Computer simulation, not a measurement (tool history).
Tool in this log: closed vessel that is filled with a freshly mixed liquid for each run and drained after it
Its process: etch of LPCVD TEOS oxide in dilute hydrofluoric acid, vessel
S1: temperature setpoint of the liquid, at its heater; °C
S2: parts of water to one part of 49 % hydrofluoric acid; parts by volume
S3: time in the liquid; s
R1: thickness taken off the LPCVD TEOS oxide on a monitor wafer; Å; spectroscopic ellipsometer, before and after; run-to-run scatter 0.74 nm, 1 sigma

run,day,S1,S2,S3,R1
1,0,20,45,105,872.29
2,0.329,21.5,45,105,923.84
3,0.696,21.5,50,105,825.9
4,0.979,18,50,105,708.95
5,1.175,20,50,105,777.83
6,1.362,23,50,105,869.41
7,1.725,24,50,105,914.47

What does the tool deliver on the next run?
8,2.075,25,50,105,?

Run 8 measured R1 951.7 Å.
